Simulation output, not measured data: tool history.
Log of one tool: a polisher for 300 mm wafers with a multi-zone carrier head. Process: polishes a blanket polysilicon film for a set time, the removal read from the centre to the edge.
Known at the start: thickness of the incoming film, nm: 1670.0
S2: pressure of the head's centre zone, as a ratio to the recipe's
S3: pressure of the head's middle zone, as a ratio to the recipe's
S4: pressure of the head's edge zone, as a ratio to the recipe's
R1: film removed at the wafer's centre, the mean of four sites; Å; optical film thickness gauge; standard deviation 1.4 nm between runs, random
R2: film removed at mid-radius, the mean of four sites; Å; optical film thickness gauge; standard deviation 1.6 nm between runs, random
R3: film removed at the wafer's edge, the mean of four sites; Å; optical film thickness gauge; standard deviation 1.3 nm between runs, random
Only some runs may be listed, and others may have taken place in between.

Run 1, hour 0: flow of slurry (ml/min) 165, S2 1, S3 1, S4 1, polishing time (s) 47. Result: R1 1772.1 Å, R2 2023.8 Å, R3 2016.8 Å.
Run 2, hour 8.3: flow of slurry (ml/min) 170, S2 0.99, S3 1.01, S4 1, polishing time (s) 47. Result: R1 1779 Å, R2 2064.6 Å, R3 2040.2 Å.
Run 3, hour 14.7: flow of slurry (ml/min) 155, S2 0.99, S3 1.01, S4 1, polishing time (s) 47. Result: R1 1738.5 Å, R2 2023.1 Å, R3 2042.6 Å.
Run 4, hour 20.3: flow of slurry (ml/min) 140, S2 0.99, S3 1.01, S4 1, polishing time (s) 47. Result: R1 1724.2 Å, R2 2026.9 Å, R3 2036.7 Å.
Run 5, hour 24.5: flow of slurry (ml/min) 145, S2 0.99, S3 1.02, S4 1.01, polishing time (s) 47. Result: R1 1734.8 Å, R2 2033.7 Å, R3 2023 Å.
Run 6, hour 31.1: flow of slurry (ml/min) 145, S2 0.99, S3 1.02, S4 1.01, polishing time (s) 55. Result: R1 1981.1 Å, R2 2395.5 Å, R3 2406.2 Å.

Run 7 is up next; what results do you expect?
Run 7, hour 39.1: flow of slurry (ml/min) 145, S2 0.98, S3 1.02, S4 0.99, polishing time (s) 55. Result: R1 ?, R2 ?, R3 ?.

Logged for run 7: R1 1984.4 Å, R2 2413.5 Å, R3 2370.4 Å.

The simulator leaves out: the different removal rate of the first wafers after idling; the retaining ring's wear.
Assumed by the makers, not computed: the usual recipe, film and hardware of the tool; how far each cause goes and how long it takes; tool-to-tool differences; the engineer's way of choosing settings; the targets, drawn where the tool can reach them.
